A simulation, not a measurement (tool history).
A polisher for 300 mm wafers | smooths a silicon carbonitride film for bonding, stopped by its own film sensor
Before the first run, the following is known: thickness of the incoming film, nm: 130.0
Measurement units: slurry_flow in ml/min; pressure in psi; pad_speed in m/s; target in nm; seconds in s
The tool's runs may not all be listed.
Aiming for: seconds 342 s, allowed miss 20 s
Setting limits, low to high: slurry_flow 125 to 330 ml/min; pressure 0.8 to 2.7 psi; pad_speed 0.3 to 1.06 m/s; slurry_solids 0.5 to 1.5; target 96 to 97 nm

run  hour  slurry_flow  pressure  pad_speed  slurry_solids  target  seconds
  1     0          210       1.7       0.68              1      97   205.51
  2   4.2          210       2.1       0.68              1      97   164.45
  3  11.7          210       2.1       0.68              1      96   175.57
  4  15.6          210       1.8       0.66              1      96   201.34
  5  19.8          250       1.8       0.66              1      96   205.43
  6  25.3          250       1.8       0.66           1.15      96   189.91
  7  33.3          250       1.6       0.62           1.15      96   225.17
  8  42.2          250       1.4        0.6           1.15      96   262.04
  9  47.4          250       1.3        0.6           1.15      96   283.49
 10  50.1          250       1.2        0.6           1.15      96   300.63

Next run, 5 choices. One meets every target within its allowed miss, the rest don't. Which?
  A  52.8          170       1.1       0.62           1.15      96        ?
  B  52.8          135       1.1        0.5           1.15      97        ?
  C  52.8          245       1.2       0.58           1.15      97        ?
  D  52.8          235         1       0.76           1.15      96        ?
  E  52.8          195       1.2       0.62            1.2      96        ?

move  seconds
   A    336.3
   B   398.26
   C   305.33
   D   302.72
   E   298.94
A: in spec on every target
B: pushes the last run's worst result past its target
C: closer than the last run, but not yet in spec
D: closer than the last run, but not yet in spec
E: just as far off the targets as the last run
A meets every target.

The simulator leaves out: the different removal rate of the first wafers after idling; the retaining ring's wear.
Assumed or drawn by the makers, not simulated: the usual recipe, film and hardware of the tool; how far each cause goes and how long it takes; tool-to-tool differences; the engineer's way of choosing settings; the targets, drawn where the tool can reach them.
